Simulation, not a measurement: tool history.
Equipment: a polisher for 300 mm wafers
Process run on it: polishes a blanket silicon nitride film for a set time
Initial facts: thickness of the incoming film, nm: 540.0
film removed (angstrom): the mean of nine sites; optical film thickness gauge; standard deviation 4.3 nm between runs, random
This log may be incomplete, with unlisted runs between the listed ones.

run  hour  flow of slurry (ml/min)  pressure of the wafer on the pad (psi)  speed of the pad under the wafer (cm/s)  polishing time (s)  film removed (angstrom)
  1   0.0                      155                                     4.8                                       98                  99                   1812.1
  2   8.3                      155                                     5.0                                       98                  99                   1885.7
  3  15.8                      155                                     3.8                                       98                  99                   1441.9
  4  19.5                      155                                     3.8                                      106                  99                   1525.8
  5  23.5                      155                                     4.1                                      106                  99                   1622.4
  6  30.9                      155                                     4.1                                      106                  99                   1625.4

For run 7, what comes out?
  7  33.5                      155                                     4.4                                      106                  99                        ?

film removed (angstrom): 1749.4

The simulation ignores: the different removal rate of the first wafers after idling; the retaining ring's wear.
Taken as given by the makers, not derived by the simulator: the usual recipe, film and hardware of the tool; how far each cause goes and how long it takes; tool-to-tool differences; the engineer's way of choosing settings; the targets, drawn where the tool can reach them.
